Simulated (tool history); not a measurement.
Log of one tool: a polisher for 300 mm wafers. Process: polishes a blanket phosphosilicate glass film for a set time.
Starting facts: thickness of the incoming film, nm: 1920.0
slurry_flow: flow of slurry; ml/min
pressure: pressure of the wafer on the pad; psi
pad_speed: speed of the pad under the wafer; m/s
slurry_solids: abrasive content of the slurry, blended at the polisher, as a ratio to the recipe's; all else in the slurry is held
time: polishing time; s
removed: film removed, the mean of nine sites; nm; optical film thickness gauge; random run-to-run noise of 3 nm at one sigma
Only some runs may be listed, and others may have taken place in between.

run,hour,slurry_flow,pressure,pad_speed,slurry_solids,time,removed
1,0,150,3.4,0.9,1,37,314.18
2,5.4,150,4.1,0.9,1,37,367.05
3,11.8,150,3.8,0.88,1,37,341.81
4,16.5,150,3.8,0.88,1.15,37,351.76
5,23.3,150,4.4,0.88,1.15,37,400.89
6,31.8,150,4.4,0.88,1,37,372.06
7,40.2,150,4.1,0.86,1,37,358.06
8,47.6,150,3.8,0.84,1,37,334.71
9,52.9,150,3.5,0.82,1,37,304.81
10,60.4,150,3.3,0.8,1,37,289.71
11,62,150,3.1,0.8,1,37,272.73

The next listed run, before its measurement:
12,70.5,150,3,0.8,1,37,?

Run 12 measured removed 262.39 nm.
